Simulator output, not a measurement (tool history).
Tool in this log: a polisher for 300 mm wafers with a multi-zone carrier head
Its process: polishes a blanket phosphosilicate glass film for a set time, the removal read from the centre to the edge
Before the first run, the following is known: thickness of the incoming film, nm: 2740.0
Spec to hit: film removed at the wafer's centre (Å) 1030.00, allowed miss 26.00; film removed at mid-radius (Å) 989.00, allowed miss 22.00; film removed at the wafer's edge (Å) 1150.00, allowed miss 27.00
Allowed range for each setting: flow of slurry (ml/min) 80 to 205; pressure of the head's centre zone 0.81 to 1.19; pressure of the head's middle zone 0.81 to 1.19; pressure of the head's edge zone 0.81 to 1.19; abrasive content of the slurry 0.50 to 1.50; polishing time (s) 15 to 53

run	hour	flow of slurry (ml/min)	pressure of the head's centre zone	pressure of the head's middle zone	pressure of the head's edge zone	abrasive content of the slurry	polishing time (s)	film removed at the wafer's centre (Å)	film removed at mid-radius (Å)	film removed at the wafer's edge (Å)
1	0.0	135	1.00	1.00	1.00	1.00	34	2144.60	2147.40	2221.10
2	3.5	150	1.00	1.00	1.00	1.00	34	2189.90	2177.10	2236.30
3	7.8	140	0.98	0.97	0.98	0.90	32	1861.10	1843.80	1917.10
4	11.7	140	0.98	0.97	0.91	0.90	32	1874.30	1839.20	1861.00
5	13.5	130	0.96	0.94	0.91	0.85	31	1639.80	1627.30	1701.60
6	17.4	130	0.96	0.94	0.91	1.05	31	1902.30	1879.80	1984.50
7	17.9	125	0.95	0.92	0.90	0.95	30	1688.70	1689.50	1770.00
8	24.0	120	0.95	0.90	0.92	0.85	29	1495.90	1458.40	1565.20
9	30.2	115	0.94	0.88	0.93	0.80	29	1388.70	1329.10	1490.10
10	38.5	85	0.86	0.81	0.83	0.55	29	746.55	744.70	896.15
11	42.3	100	0.86	0.81	0.84	0.55	29	786.04	796.03	928.08
12	47.5	105	0.87	0.81	0.87	0.55	29	824.11	802.95	941.93
13	52.4	140	0.81	0.89	0.97	0.65	29	1017.70	1171.40	1291.10
14	53.6	135	0.83	0.88	0.95	0.65	29	1044.50	1134.60	1274.80
15	54.1	130	0.84	0.87	0.94	0.65	29	1046.40	1117.60	1258.90

4 next moves are on the table. One of them brings every result within its allowed miss. Which?
A	54.6	130	0.89	1.09	0.81	0.70	26	?	?	?
B	54.6	95	0.90	0.82	0.83	0.70	27	?	?	?
C	54.6	135	0.88	0.93	0.81	0.60	29	?	?	?
D	54.6	180	0.85	1.05	0.83	0.75	23	?	?	?

move	film removed at the wafer's centre (Å)	film removed at mid-radius (Å)	film removed at the wafer's edge (Å)
A	1087.40	1305.90	1159.50
B	1030.80	978.72	1147.50
C	1015.60	1078.80	1095.00
D	1055.10	1275.90	1159.40
A: misses by more than the last run did
B: all results in spec
C: moves toward the targets from the last run without getting all of them in spec
D: misses by more than the last run did
Go with B: it meets all targets.

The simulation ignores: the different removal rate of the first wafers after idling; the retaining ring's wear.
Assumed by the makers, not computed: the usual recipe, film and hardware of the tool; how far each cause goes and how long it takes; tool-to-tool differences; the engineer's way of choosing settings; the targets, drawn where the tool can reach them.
